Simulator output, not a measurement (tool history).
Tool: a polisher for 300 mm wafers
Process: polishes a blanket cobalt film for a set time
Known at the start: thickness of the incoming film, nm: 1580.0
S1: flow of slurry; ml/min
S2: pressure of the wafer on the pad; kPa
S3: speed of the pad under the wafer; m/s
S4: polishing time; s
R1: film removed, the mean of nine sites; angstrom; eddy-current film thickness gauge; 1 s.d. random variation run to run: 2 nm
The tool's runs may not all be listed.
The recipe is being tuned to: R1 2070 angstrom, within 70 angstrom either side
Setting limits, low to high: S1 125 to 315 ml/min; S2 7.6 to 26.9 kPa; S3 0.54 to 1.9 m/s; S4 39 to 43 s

run 1 day=0 | S1=205 S2=17.2 S3=1.22 S4=43 | R1=2667
run 2 day=0.192 | S1=205 S2=20.7 S3=1.22 S4=43 | R1=3229
run 3 day=0.471 | S1=205 S2=18.6 S3=1.22 S4=43 | R1=2875
run 4 day=0.738 | S1=205 S2=20.7 S3=1.22 S4=43 | R1=3218.1
run 5 day=1.071 | S1=205 S2=20.7 S3=1.22 S4=43 | R1=3235
run 6 day=1.358 | S1=235 S2=20.7 S3=1.22 S4=43 | R1=3275.8
run 7 day=1.475 | S1=235 S2=18.6 S3=1.22 S4=43 | R1=2954.9
run 8 day=1.525 | S1=230 S2=17.2 S3=1.22 S4=43 | R1=2806.6
run 9 day=1.804 | S1=230 S2=12.4 S3=1.2 S4=43 | R1=1965.3
run 10 day=2.146 | S1=235 S2=12.4 S3=1.2 S4=43 | R1=1963.6
run 11 day=2.467 | S1=240 S2=12.4 S3=1.2 S4=43 | R1=1974.2

Of the 4 settings listed for the next run, only one would bring every result within its allowed miss of target. Which one?
run A day=2.788 | S1=225 S2=11 S3=1.46 S4=43 | R1=?
run B day=2.788 | S1=215 S2=12.4 S3=1.18 S4=43 | R1=?
run C day=2.788 | S1=230 S2=11.7 S3=1.26 S4=42 | R1=?
run D day=2.788 | S1=300 S2=13.8 S3=1.16 S4=43 | R1=?

move=A R1=2080.5
move=B R1=1929.4
move=C R1=1901.4
move=D R1=2179.2
A: each result inside its tolerance
B: its largest miss is bigger than the last run's
C: its largest miss is bigger than the last run's
D: pushes the last run's worst result past its target
The right move is A.

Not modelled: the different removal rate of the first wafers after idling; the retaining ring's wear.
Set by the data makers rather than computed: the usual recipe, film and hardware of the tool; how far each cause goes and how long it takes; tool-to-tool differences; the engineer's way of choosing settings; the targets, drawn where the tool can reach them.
